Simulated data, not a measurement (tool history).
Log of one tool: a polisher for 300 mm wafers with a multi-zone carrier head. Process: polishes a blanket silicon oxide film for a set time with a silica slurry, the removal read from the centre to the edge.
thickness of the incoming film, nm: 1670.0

| run | day | flow of slurry (ml/min) | pressure of the head's centre zone | pressure of the head's middle zone | pressure of the head's edge zone | abrasive content of the slurry | polishing time (s) | film removed at the wafer's centre (angstrom) | film removed at mid-radius (angstrom) | film removed at the wafer's edge (angstrom) |
|---|---|---|---|---|---|---|---|---|---|---|
| 1 | 0.000 | 230 | 1.00 | 1.00 | 1.00 | 1.00 | 60 | 1582.0 | 1609.0 | 1662.2 |
| 2 | 0.133 | 235 | 1.02 | 1.03 | 1.02 | 1.05 | 60 | 1635.0 | 1668.5 | 1725.9 |
| 3 | 0.308 | 185 | 1.02 | 1.03 | 1.02 | 1.05 | 60 | 1600.0 | 1618.4 | 1654.2 |
| 4 | 0.679 | 200 | 1.04 | 1.06 | 1.02 | 1.10 | 60 | 1741.5 | 1735.4 | 1719.9 |
| 5 | 0.758 | 180 | 1.04 | 1.06 | 1.02 | 1.10 | 60 | 1683.5 | 1717.3 | 1693.2 |
| 6 | 0.983 | 180 | 1.04 | 1.06 | 1.02 | 1.10 | 75 | 2121.3 | 2156.6 | 2108.7 |
| 7 | 1.312 | 175 | 1.03 | 1.06 | 1.01 | 1.10 | 75 | 2046.7 | 2094.5 | 2092.9 |
| 8 | 1.542 | 170 | 1.03 | 1.07 | 1.00 | 1.10 | 75 | 2087.7 | 2035.7 | 2102.1 |
| 9 | 1.862 | 175 | 1.04 | 1.08 | 1.02 | 1.05 | 75 | 2040.6 | 2106.0 | 2074.6 |
| 10 | 1.975 | 175 | 1.04 | 1.10 | 1.01 | 1.05 | 75 | 2012.5 | 2135.2 | 2050.9 |
| 11 | 2.233 | 170 | 1.04 | 1.11 | 1.00 | 1.05 | 75 | 2009.1 | 2110.2 | 2043.5 |
| 12 | 2.412 | 170 | 1.04 | 1.12 | 0.99 | 1.05 | 75 | 2033.8 | 2116.2 | 2031.3 |
| 13 | 2.783 | 170 | 1.04 | 1.13 | 0.98 | 1.05 | 75 | 1991.8 | 2174.9 | 2022.7 |

Run 14 comes next. What will it give?
| 14 | 3.054 | 165 | 1.04 | 1.13 | 0.97 | 1.05 | 75 | ? | ? | ? |

film removed at the wafer's centre (angstrom): 1983.4
film removed at mid-radius (angstrom): 2144.2
film removed at the wafer's edge (angstrom): 2019.2
